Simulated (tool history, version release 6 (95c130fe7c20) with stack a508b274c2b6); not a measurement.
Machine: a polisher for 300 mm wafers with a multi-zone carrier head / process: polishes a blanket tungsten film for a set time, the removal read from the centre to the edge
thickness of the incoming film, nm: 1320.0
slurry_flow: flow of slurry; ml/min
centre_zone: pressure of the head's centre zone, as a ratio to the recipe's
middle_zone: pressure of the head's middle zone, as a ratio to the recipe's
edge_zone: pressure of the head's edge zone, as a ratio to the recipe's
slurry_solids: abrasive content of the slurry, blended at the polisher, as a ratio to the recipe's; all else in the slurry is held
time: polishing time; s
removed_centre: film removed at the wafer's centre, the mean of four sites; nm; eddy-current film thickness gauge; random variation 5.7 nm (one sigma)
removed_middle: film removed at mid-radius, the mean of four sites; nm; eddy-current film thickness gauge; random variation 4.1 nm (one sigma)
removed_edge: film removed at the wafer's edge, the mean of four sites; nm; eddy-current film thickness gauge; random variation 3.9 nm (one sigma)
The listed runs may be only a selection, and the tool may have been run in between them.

run,day,slurry_flow,centre_zone,middle_zone,edge_zone,slurry_solids,time,removed_centre,removed_middle,removed_edge
1,0,305,1,1,1,1,75,356.33,350.78,352.55
2,0.079,305,1,0.94,1,1,75,355.93,334.44,350
3,0.429,305,1,0.94,1,1,83,394.58,367.72,398.04
4,0.625,360,1,0.94,1,1,83,399.59,374.2,401.15
5,0.654,365,0.99,1,1.04,1.1,84,414.83,408.23,412.47
6,1.017,360,0.95,1.01,1.05,1.2,86,411.22,429.15,433.9
7,1.188,355,0.94,1.03,1.07,1.3,87,427.83,447.74,456.2
8,1.475,355,0.93,1.06,1.09,1.35,87,416.71,455.74,469.53
9,1.629,365,0.93,1.08,1.09,1.35,87,423.45,471.23,455.34
10,1.892,370,0.92,1.09,1.1,1.4,87,428.09,484.42,464.33

What does the tool deliver on the next run?
11,1.938,370,0.92,1.09,1.11,1.4,87,?,?,?

removed_centre: 425.73 nm
removed_middle: 480.31 nm
removed_edge: 471.58 nm

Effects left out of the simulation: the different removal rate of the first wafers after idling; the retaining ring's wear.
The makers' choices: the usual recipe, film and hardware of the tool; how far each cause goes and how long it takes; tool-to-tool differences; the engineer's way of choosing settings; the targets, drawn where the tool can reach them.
